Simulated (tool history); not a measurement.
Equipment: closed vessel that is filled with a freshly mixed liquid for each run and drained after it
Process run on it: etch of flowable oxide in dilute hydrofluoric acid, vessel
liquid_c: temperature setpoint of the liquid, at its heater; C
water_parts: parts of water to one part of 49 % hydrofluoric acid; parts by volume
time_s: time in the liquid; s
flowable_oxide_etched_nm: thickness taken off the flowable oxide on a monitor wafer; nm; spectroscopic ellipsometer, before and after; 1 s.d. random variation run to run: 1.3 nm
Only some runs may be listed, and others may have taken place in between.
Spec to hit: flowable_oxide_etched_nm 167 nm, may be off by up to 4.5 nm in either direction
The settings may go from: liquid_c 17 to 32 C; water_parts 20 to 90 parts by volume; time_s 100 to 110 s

run	day	liquid_c	water_parts	time_s	flowable_oxide_etched_nm
1	0	24	50	100	108.62
2	0.208	24	50	100	110.32
3	0.333	24	50	110	120.81
4	0.462	24	50	100	110.24
5	0.562	20.5	50	100	93.096
6	0.804	24	50	100	108.52
7	1.175	28	45	100	144.71
8	1.279	29	45	100	149.73
9	1.529	30	45	100	157.25

4 next moves are on the table. One of them brings every result within its allowed miss. Which?
A	1.779	32	50	105	?
B	1.779	29	45	110	?
C	1.779	31.5	50	105	?
D	1.779	29.5	45	100	?

move	flowable_oxide_etched_nm
A	160.14
B	167.04
C	157.08
D	154.9
A: moves toward the targets from the last run without getting all of them in spec
B: meets every target
C: about the same distance from the targets as the last run
D: the biggest miss grows against the last run
Correct choice: B, which meets every target
